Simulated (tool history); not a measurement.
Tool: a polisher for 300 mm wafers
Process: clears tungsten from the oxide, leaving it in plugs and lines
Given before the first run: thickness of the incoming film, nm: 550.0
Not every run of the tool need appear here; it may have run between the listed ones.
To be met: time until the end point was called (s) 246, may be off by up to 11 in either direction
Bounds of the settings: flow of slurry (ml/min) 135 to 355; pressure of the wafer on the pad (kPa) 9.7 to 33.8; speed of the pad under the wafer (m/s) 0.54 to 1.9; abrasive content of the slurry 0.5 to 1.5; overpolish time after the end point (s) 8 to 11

run  hour  flow of slurry (ml/min)  pressure of the wafer on the pad (kPa)  speed of the pad under the wafer (m/s)  abrasive content of the slurry  overpolish time after the end point (s)  time until the end point was called (s)
  1     0                      225                                    21.4                                    1.22                               1                                       11                                   107.84
  2   3.2                      225                                    17.9                                    1.22                               1                                       11                                    131.1
  3   7.5                      225                                    17.9                                    1.22                             1.2                                       11                                   120.74
  4  12.9                      225                                    15.9                                    1.12                             1.2                                       11                                   147.61
  5  21.7                      225                                    13.8                                    1.06                             1.2                                       11                                   178.94
  6  24.9                      225                                    12.4                                    1.04                             1.2                                       11                                   203.58
  7  29.4                      225                                    11.7                                    1.04                             1.2                                       11                                   214.79
  8  36.7                      225                                      11                                    1.04                             1.2                                       11                                   228.69

5 next moves are on the table. One of them brings every result within its allowed miss. Which?
  A    44                      235                                    12.4                                    0.92                            0.95                                       10                                        ?
  B    44                      220                                    11.7                                    1.04                            1.15                                       11                                        ?
  C    44                      140                                    14.5                                    0.86                            1.25                                       11                                        ?
  D    44                      280                                     9.7                                    1.32                             1.2                                       11                                        ?
  E    44                      200                                    11.7                                     1.1                             1.2                                       11                                        ?

move  time until the end point was called (s)
   A                                   241.61
   B                                   217.16
   C                                   216.67
   D                                   201.02
   E                                   205.06
A: each result inside its tolerance
B: its largest miss is bigger than the last run's
C: its largest miss is bigger than the last run's
D: its largest miss is bigger than the last run's
E: its largest miss is bigger than the last run's
Correct choice: A, which meets every target
